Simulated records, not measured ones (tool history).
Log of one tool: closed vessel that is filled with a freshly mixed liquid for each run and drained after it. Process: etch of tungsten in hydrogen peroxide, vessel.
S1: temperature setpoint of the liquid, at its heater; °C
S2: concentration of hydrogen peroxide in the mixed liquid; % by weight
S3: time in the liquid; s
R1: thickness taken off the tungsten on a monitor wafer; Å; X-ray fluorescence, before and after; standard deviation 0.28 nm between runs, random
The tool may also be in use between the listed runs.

run 1 hour=0 | S1=48 S2=23.5 S3=30 | R1=265.27
run 2 hour=3.7 | S1=50 S2=23.5 S3=30 | R1=298.55
run 3 hour=7.8 | S1=52 S2=23.5 S3=30 | R1=335.1
run 4 hour=10 | S1=52 S2=23.5 S3=30 | R1=336.06
run 5 hour=11.2 | S1=53.5 S2=23.5 S3=30 | R1=367.59
run 6 hour=19.2 | S1=53.5 S2=26 S3=30 | R1=390.84

Run 7 comes next. What will it give?
run 7 hour=26.9 | S1=54 S2=26 S3=30 | R1=?

R1: 399.5 Å
